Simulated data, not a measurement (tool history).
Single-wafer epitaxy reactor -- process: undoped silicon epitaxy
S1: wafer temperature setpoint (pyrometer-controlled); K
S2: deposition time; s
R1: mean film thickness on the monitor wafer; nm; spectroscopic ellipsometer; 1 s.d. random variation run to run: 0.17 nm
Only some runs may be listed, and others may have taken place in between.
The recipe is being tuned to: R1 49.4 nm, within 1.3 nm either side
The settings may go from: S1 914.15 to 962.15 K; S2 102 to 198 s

run 1 hour=0 | S1=938.15 S2=150 | R1=35.108
run 2 hour=1.5 | S1=928.15 S2=150 | R1=28.921
run 3 hour=9.1 | S1=928.15 S2=161 | R1=30.857
run 4 hour=15.9 | S1=934.15 S2=162 | R1=35.076
run 5 hour=21.1 | S1=938.15 S2=162 | R1=37.941
run 6 hour=22.5 | S1=938.15 S2=150 | R1=35.07
run 7 hour=31.5 | S1=950.15 S2=152 | R1=44.799
run 8 hour=39.2 | S1=951.15 S2=152 | R1=45.464
run 9 hour=43.3 | S1=952.15 S2=152 | R1=46.585
run 10 hour=45.4 | S1=953.15 S2=152 | R1=47.334

Which of these 5 next moves meets every target?
run A hour=47.5 | S1=954.15 S2=155 | R1=?
run B hour=47.5 | S1=955.15 S2=137 | R1=?
run C hour=47.5 | S1=943.15 S2=176 | R1=?
run D hour=47.5 | S1=951.15 S2=152 | R1=?
run E hour=47.5 | S1=948.15 S2=166 | R1=?

move=A R1=49.078
move=B R1=44.204
move=C R1=45.179
move=D R1=45.472
move=E R1=46.903
A: each result inside its tolerance
B: its largest miss is bigger than the last run's
C: its largest miss is bigger than the last run's
D: its largest miss is bigger than the last run's
E: its largest miss is bigger than the last run's
Correct choice: A, which meets every target
